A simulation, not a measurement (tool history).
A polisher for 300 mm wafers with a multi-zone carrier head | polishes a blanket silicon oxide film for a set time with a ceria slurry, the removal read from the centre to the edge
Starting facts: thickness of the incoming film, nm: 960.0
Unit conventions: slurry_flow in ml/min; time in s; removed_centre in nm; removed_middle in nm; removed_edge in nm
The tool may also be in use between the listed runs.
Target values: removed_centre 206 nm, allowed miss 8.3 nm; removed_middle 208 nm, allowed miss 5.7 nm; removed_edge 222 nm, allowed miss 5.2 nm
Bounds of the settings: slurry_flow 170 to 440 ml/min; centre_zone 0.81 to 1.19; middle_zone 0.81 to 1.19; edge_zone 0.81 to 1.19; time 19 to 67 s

Run 1, hour 0: slurry_flow 280 ml/min, centre_zone 1, middle_zone 1, edge_zone 1, time 43 s. Result: removed_centre 234.61 nm, removed_middle 239.43 nm, removed_edge 228.78 nm.
Run 2, hour 5.1: slurry_flow 270 ml/min, centre_zone 0.98, middle_zone 0.97, edge_zone 1, time 43 s. Result: removed_centre 228.38 nm, removed_middle 236.88 nm, removed_edge 229.07 nm.
Run 3, hour 12.7: slurry_flow 265 ml/min, centre_zone 0.97, middle_zone 0.93, edge_zone 1, time 43 s. Result: removed_centre 224.93 nm, removed_middle 225.94 nm, removed_edge 233.2 nm.
Run 4, hour 18.2: slurry_flow 265 ml/min, centre_zone 0.97, middle_zone 0.93, edge_zone 0.96, time 43 s. Result: removed_centre 232.34 nm, removed_middle 227.19 nm, removed_edge 226.59 nm.
Run 5, hour 18.7: slurry_flow 255 ml/min, centre_zone 0.95, middle_zone 0.91, edge_zone 0.96, time 43 s. Result: removed_centre 214.47 nm, removed_middle 224.83 nm, removed_edge 225.23 nm.
Run 6, hour 25.7: slurry_flow 255 ml/min, centre_zone 0.88, middle_zone 0.91, edge_zone 0.96, time 43 s. Result: removed_centre 199.76 nm, removed_middle 222.01 nm, removed_edge 225.53 nm.
Run 7, hour 32.3: slurry_flow 255 ml/min, centre_zone 0.89, middle_zone 0.89, edge_zone 0.95, time 43 s. Result: removed_centre 207.32 nm, removed_middle 222.78 nm, removed_edge 225.37 nm.
Run 8, hour 34.2: slurry_flow 215 ml/min, centre_zone 0.89, middle_zone 0.81, edge_zone 0.96, time 42 s. Result: removed_centre 199.07 nm, removed_middle 204.95 nm, removed_edge 217.72 nm.
Run 9, hour 39.8: slurry_flow 220 ml/min, centre_zone 0.89, middle_zone 0.81, edge_zone 0.96, time 42 s. Result: removed_centre 198.72 nm, removed_middle 207.65 nm, removed_edge 218.06 nm.

Exactly one of the 5 candidate moves below puts every result within its allowed miss. Which one?
Run A, hour 45.4: slurry_flow 210 ml/min, centre_zone 0.91, middle_zone 0.81, edge_zone 0.94, time 43 s. Result: removed_centre ?, removed_middle ?, removed_edge ?.
Run B, hour 45.4: slurry_flow 290 ml/min, centre_zone 0.93, middle_zone 0.81, edge_zone 1.16, time 40 s. Result: removed_centre ?, removed_middle ?, removed_edge ?.
Run C, hour 45.4: slurry_flow 195 ml/min, centre_zone 0.84, middle_zone 0.84, edge_zone 0.9, time 44 s. Result: removed_centre ?, removed_middle ?, removed_edge ?.
Run D, hour 45.4: slurry_flow 270 ml/min, centre_zone 0.84, middle_zone 0.87, edge_zone 0.95, time 40 s. Result: removed_centre ?, removed_middle ?, removed_edge ?.
Run E, hour 45.4: slurry_flow 200 ml/min, centre_zone 0.88, middle_zone 0.81, edge_zone 1.07, time 41 s. Result: removed_centre ?, removed_middle ?, removed_edge ?.

move  removed_centre  removed_middle  removed_edge
   A          207.38          210.43        219.62
   B          205.64          203.22         232.9
   C           193.5          216.65        218.55
   D          184.11          208.47        209.97
   E          189.72          199.27        221.64
A: in spec on every target
B: the worst result of the last run now meets its target, but another is out of spec
C: moves away from the targets compared with the last run
D: moves away from the targets compared with the last run
E: moves away from the targets compared with the last run
Move A is the one to make.
